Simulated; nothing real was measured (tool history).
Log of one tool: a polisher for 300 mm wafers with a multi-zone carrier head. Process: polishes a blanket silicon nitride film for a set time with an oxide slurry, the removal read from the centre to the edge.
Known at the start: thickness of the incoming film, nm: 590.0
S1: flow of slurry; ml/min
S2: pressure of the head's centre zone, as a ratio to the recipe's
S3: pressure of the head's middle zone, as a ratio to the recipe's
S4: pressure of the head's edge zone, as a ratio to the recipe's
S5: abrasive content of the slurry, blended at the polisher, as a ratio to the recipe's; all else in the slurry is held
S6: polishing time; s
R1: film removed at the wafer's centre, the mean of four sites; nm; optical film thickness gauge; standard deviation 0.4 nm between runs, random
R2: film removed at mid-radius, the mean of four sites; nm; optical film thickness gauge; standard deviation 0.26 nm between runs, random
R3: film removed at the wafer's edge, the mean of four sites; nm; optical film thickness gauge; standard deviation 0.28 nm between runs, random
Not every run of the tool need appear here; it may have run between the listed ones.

| run | hour | S1 | S2 | S3 | S4 | S5 | S6 | R1 | R2 | R3 |
|---|---|---|---|---|---|---|---|---|---|---|
| 1 | 0.0 | 140 | 1.00 | 1.00 | 1.00 | 1.00 | 79 | 29.339 | 28.788 | 29.627 |
| 2 | 3.0 | 160 | 1.05 | 1.04 | 1.00 | 1.00 | 79 | 31.597 | 31.060 | 30.525 |
| 3 | 7.1 | 160 | 1.05 | 1.04 | 0.91 | 1.00 | 79 | 31.546 | 31.171 | 29.138 |
| 4 | 7.9 | 160 | 1.05 | 1.04 | 0.96 | 1.00 | 79 | 32.054 | 31.263 | 29.733 |
| 5 | 10.7 | 160 | 1.05 | 1.04 | 0.96 | 0.85 | 79 | 28.836 | 28.471 | 27.073 |
| 6 | 11.4 | 160 | 1.05 | 1.04 | 0.96 | 0.75 | 79 | 26.084 | 25.478 | 24.544 |

The next listed run, before its measurement:
| 7 | 13.6 | 200 | 1.15 | 1.14 | 1.03 | 1.00 | 80 | ? | ? | ? |

Run 7 gave R1 37.742 nm, R2 36.322 nm, R3 32.714 nm.
